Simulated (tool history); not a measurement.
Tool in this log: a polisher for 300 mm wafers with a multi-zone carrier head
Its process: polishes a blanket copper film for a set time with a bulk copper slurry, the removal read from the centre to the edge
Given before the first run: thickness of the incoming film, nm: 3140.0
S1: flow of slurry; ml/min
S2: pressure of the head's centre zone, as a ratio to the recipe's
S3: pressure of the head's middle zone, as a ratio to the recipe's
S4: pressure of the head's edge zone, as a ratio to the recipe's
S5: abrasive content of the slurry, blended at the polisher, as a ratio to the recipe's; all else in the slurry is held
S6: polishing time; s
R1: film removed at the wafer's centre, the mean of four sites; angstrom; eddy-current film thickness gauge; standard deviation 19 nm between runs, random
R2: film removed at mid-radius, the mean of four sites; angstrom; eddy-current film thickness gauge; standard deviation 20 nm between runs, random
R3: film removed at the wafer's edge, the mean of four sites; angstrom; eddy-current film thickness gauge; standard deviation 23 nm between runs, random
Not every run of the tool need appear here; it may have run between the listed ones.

Run 1, hour 0: S1 140 ml/min, S2 1, S3 1, S4 1, S5 1, S6 74 s. Result: R1 11225 angstrom, R2 11204 angstrom, R3 11328 angstrom.
Run 2, hour 4.7: S1 140 ml/min, S2 1, S3 0.95, S4 1, S5 1, S6 74 s. Result: R1 10836 angstrom, R2 10956 angstrom, R3 11326 angstrom.
Run 3, hour 12.6: S1 150 ml/min, S2 1.01, S3 0.98, S4 1.02, S5 1.15, S6 78 s. Result: R1 12317 angstrom, R2 12175 angstrom, R3 12509 angstrom.
Run 4, hour 20.4: S1 155 ml/min, S2 1.01, S3 1.01, S4 1.04, S5 1.25, S6 81 s. Result: R1 13063 angstrom, R2 13258 angstrom, R3 13592 angstrom.
At hour 25.5: centre zone pressure recalibrated.
Run 5, hour 25.5: S1 165 ml/min, S2 1.03, S3 1.04, S4 1.06, S5 1.3, S6 82 s. Result: R1 14505 angstrom, R2 14107 angstrom, R3 14380 angstrom.
Run 6, hour 29.5: S1 175 ml/min, S2 1.03, S3 1.06, S4 1.07, S5 1.35, S6 82 s. Result: R1 15011 angstrom, R2 14739 angstrom, R3 14672 angstrom.
Run 7, hour 32.8: S1 180 ml/min, S2 1.03, S3 1.07, S4 1.09, S5 1.4, S6 82 s. Result: R1 15249 angstrom, R2 15169 angstrom, R3 14511 angstrom.
Run 8, hour 39: S1 175 ml/min, S2 1.03, S3 1.06, S4 1.09, S5 1.4, S6 84 s. Result: R1 15586 angstrom, R2 15049 angstrom, R3 15066 angstrom.

For run 9, what comes out?
Run 9, hour 44.3: S1 175 ml/min, S2 1.02, S3 1.06, S4 1.1, S5 1.45, S6 85 s. Result: R1 ?, R2 ?, R3 ?.

R1: 15655 angstrom
R2: 15101 angstrom
R3: 14997 angstrom

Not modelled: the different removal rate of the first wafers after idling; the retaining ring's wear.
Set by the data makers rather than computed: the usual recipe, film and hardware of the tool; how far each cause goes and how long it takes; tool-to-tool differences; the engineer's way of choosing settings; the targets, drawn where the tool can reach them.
